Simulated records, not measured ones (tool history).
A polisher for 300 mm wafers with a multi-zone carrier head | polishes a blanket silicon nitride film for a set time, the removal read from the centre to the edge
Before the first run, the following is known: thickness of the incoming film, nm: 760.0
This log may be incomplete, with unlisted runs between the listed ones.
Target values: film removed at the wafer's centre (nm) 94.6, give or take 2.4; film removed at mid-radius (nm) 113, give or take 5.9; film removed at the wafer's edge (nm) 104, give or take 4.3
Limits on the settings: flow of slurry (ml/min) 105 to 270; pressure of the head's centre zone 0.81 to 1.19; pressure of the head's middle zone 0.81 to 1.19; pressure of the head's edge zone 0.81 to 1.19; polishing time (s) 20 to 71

| run | day | flow of slurry (ml/min) | pressure of the head's centre zone | pressure of the head's middle zone | pressure of the head's edge zone | polishing time (s) | film removed at the wafer's centre (nm) | film removed at mid-radius (nm) | film removed at the wafer's edge (nm) |
|---|---|---|---|---|---|---|---|---|---|
| 1 | 0 | 175 | 1 | 1 | 1 | 45 | 98.277 | 89.476 | 91.299 |
| 2 | 0.067 | 175 | 1 | 1 | 1.08 | 45 | 98.547 | 91.926 | 96.037 |
| 3 | 0.342 | 175 | 1 | 1 | 1 | 45 | 96.478 | 85.863 | 91.882 |
| 4 | 0.621 | 175 | 1 | 1 | 1 | 37 | 78.905 | 72.331 | 76.923 |
| 5 | 0.862 | 175 | 1 | 1 | 0.96 | 37 | 79.727 | 74.503 | 74.809 |
| 6 | 1.183 | 175 | 1 | 1.08 | 0.96 | 37 | 79.049 | 79.709 | 73.749 |
|  | 1.425 | centre zone pressure recalibrated |
| 7 | 1.425 | 180 | 0.99 | 1.09 | 0.99 | 38 | 76.531 | 81.537 | 77.667 |
| 8 | 1.512 | 230 | 1.03 | 1.19 | 1.05 | 50 | 108.23 | 120.42 | 107.57 |
| 9 | 1.796 | 220 | 1.02 | 1.19 | 1.05 | 50 | 107.88 | 119.53 | 107.38 |
| 10 | 2.008 | 215 | 1 | 1.19 | 1.05 | 50 | 102.98 | 119.53 | 106.33 |

Of the 5 settings listed for the next run, only one would bring every result within its allowed miss of target. Which one?
| A | 2.221 | 215 | 1.09 | 1.19 | 1.01 | 51 | ? | ? | ? |
| B | 2.221 | 220 | 0.91 | 1.12 | 0.98 | 50 | ? | ? | ? |
| C | 2.221 | 180 | 1.07 | 1.11 | 1.05 | 50 | ? | ? | ? |
| D | 2.221 | 235 | 0.87 | 1.19 | 1.06 | 52 | ? | ? | ? |
| E | 2.221 | 220 | 0.87 | 1.19 | 0.87 | 53 | ? | ? | ? |

| move | film removed at the wafer's centre (nm) | film removed at mid-radius (nm) | film removed at the wafer's edge (nm) |
|---|---|---|---|
| A | 113.83 | 123.81 | 107.21 |
| B | 93.265 | 115.61 | 103.89 |
| C | 106.93 | 111.95 | 105.59 |
| D | 93.488 | 127.61 | 112.75 |
| E | 94.525 | 129.17 | 104.1 |
A: moves away from the targets compared with the last run
B: all results land within tolerance of their targets
C: moves away from the targets compared with the last run
D: brings the result that was furthest off to its target, and leaves another outside
E: brings the result that was furthest off to its target, and leaves another outside
The move that meets every target is B.

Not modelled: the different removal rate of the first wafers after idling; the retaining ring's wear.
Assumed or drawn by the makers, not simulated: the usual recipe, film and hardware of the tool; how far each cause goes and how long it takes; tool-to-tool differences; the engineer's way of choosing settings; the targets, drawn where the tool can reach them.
